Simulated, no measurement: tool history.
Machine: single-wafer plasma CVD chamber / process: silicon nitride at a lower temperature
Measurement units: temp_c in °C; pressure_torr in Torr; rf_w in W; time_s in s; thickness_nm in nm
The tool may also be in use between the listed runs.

| run | hour | temp_c | pressure_torr | rf_w | time_s | thickness_nm |
|---|---|---|---|---|---|---|
| 1 | 0.0 | 340 | 1.16 | 305 | 11.8 | 12.379 |
| 2 | 2.8 | 340 | 1.16 | 305 | 11.2 | 11.803 |
| 3 | 9.3 | 340 | 1.13 | 305 | 11.2 | 11.800 |
| 4 | 12.7 | 340 | 1.24 | 305 | 11.2 | 12.146 |
| 5 | 13.9 | 340 | 1.43 | 305 | 11.2 | 12.700 |
| 6 | 17.3 | 340 | 1.36 | 300 | 11.2 | 12.401 |
| 7 | 26.0 | 340 | 1.31 | 295 | 11.2 | 12.096 |
| 8 | 35.0 | 340 | 1.27 | 295 | 11.2 | 11.932 |
| 9 | 41.9 | 340 | 1.27 | 295 | 11.2 | 11.978 |
| 10 | 50.7 | 340 | 1.24 | 295 | 11.2 | 11.839 |

Estimate the outcome of run 11 from the log above:
| 11 | 53.3 | 340 | 1.21 | 295 | 11.2 | ? |

{"run 11": {"thickness_nm": 11.776}}

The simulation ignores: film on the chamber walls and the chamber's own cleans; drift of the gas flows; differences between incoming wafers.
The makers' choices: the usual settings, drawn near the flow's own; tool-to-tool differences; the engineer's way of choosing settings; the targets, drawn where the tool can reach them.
